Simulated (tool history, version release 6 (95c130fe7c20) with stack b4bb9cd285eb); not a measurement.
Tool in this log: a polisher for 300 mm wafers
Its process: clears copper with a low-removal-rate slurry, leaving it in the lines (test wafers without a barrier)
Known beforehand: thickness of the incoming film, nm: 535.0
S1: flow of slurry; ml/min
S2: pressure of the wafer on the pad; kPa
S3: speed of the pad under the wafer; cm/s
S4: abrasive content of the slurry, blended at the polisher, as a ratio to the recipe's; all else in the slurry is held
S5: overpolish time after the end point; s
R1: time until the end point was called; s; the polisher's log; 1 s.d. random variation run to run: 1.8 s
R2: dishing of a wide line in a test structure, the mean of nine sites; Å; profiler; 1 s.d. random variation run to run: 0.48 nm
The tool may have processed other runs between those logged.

Run 1, day 0.000: S1 135 ml/min, S2 27.6 kPa, S3 114 cm/s, S4 1.0, S5 10 s. Result: R1 96.64 s, R2 332.42 Å.
Run 2, day 0.192: S1 135 ml/min, S2 24.1 kPa, S3 114 cm/s, S4 1.0, S5 10 s. Result: R1 110.72 s, R2 307.63 Å.
Run 3, day 0.300: S1 135 ml/min, S2 24.1 kPa, S3 96 cm/s, S4 1.0, S5 10 s. Result: R1 123.61 s, R2 277.84 Å.
Run 4, day 0.467: S1 130 ml/min, S2 22.8 kPa, S3 96 cm/s, S4 1.0, S5 11 s. Result: R1 130.04 s, R2 279.29 Å.
Run 5, day 0.638: S1 130 ml/min, S2 21.4 kPa, S3 96 cm/s, S4 1.0, S5 12 s. Result: R1 137.65 s, R2 288.76 Å.
Run 6, day 0.892: S1 130 ml/min, S2 20.7 kPa, S3 96 cm/s, S4 1.0, S5 13 s. Result: R1 140.60 s, R2 303.11 Å.

For run 7, what comes out?
Run 7, day 1.158: S1 130 ml/min, S2 20.0 kPa, S3 96 cm/s, S4 1.0, S5 13 s. Result: R1 ?, R2 ?.

{"run 7": {"R1": 146.86, "R2": 288.76}}

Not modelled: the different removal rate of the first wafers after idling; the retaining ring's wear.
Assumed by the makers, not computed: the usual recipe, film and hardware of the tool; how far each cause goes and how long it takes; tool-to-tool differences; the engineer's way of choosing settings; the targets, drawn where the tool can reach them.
